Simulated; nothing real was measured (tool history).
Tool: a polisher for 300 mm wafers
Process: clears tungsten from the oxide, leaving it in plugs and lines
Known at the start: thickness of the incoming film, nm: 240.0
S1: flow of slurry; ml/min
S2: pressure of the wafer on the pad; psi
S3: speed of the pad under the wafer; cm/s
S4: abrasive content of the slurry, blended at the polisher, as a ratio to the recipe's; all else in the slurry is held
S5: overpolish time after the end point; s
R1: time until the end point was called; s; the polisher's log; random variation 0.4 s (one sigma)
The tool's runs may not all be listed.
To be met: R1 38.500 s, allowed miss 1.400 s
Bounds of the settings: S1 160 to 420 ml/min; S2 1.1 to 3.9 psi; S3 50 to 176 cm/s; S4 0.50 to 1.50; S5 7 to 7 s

{"run": 1, "day": 0.0, "S1": 270, "S2": 2.5, "S3": 112, "S4": 1.0, "S5": 7, "R1": 56.947}
{"run": 2, "day": 0.279, "S1": 270, "S2": 2.1, "S3": 112, "S4": 1.0, "S5": 7, "R1": 67.579}
{"run": 3, "day": 0.617, "S1": 270, "S2": 2.5, "S3": 112, "S4": 1.0, "S5": 7, "R1": 57.183}
{"run": 4, "day": 0.958, "S1": 270, "S2": 2.5, "S3": 112, "S4": 1.0, "S5": 7, "R1": 58.16}
{"run": 5, "day": 1.196, "S1": 270, "S2": 2.5, "S3": 94, "S4": 1.0, "S5": 7, "R1": 68.339}
{"day": 1.488, "done": "worn pad replaced by a new one"}
{"run": 6, "day": 1.488, "S1": 270, "S2": 3.0, "S3": 94, "S4": 1.0, "S5": 7, "R1": 53.633}
{"run": 7, "day": 1.571, "S1": 270, "S2": 3.2, "S3": 94, "S4": 1.0, "S5": 7, "R1": 50.571}
{"run": 8, "day": 1.925, "S1": 270, "S2": 3.9, "S3": 98, "S4": 1.0, "S5": 7, "R1": 40.601}

Which of these 4 next moves meets every target?
{"run": "A", "day": 2.279, "S1": 280, "S2": 3.6, "S3": 100, "S4": 0.95, "S5": 7, "R1": "?"}
{"run": "B", "day": 2.279, "S1": 285, "S2": 3.9, "S3": 100, "S4": 1.05, "S5": 7, "R1": "?"}
{"run": "C", "day": 2.279, "S1": 245, "S2": 3.9, "S3": 112, "S4": 1.0, "S5": 7, "R1": "?"}
{"run": "D", "day": 2.279, "S1": 250, "S2": 3.9, "S3": 110, "S4": 1.1, "S5": 7, "R1": "?"}

move=A R1=43.004
move=B R1=38.703
move=C R1=35.710
move=D R1=35.392
A: further off than the last run
B: meets every target
C: takes the result that was furthest off past its target
D: takes the result that was furthest off past its target
Answer: B
